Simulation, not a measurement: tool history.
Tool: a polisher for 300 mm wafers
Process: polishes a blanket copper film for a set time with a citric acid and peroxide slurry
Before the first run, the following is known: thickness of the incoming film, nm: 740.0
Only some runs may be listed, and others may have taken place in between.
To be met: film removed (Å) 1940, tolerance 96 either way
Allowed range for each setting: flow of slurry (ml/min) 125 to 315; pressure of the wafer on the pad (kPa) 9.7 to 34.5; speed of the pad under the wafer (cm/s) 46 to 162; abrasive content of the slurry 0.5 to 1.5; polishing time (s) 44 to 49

run	hour	flow of slurry (ml/min)	pressure of the wafer on the pad (kPa)	speed of the pad under the wafer (cm/s)	abrasive content of the slurry	polishing time (s)	film removed (Å)
1	0	205	22.1	104	1	49	1417.6
2	8.6	205	24.8	104	1	49	1557.3
3	13.7	205	26.2	104	1	49	1633.3
4	17.1	205	26.2	104	0.9	49	1566.3
5	21.9	205	27.6	104	0.9	49	1686.6
6	29.5	205	29	104	0.9	49	1728.3
7	30.6	205	29.6	104	0.9	49	1782.2
8	35.7	205	30.3	104	0.9	49	1806.8
9	36.9	205	31	104	0.9	49	1832.5

5 candidate next runs follow, results not yet known. Just one meets every target within its allowed miss. Identify it.
A	38.1	125	29.6	92	1.1	49	?
B	38.1	210	33.1	120	0.8	46	?
C	38.1	205	31.7	134	0.8	49	?
D	38.1	225	33.1	84	0.95	49	?
E	38.1	180	32.4	118	0.95	49	?

move	film removed (Å)
A	1656
B	1937.3
C	2124.1
D	1775.5
E	2075.6
A: the biggest miss grows against the last run
B: every result lands within tolerance
C: pushes the last run's worst result past its target
D: the biggest miss grows against the last run
E: pushes the last run's worst result past its target
Move B is the one to make.
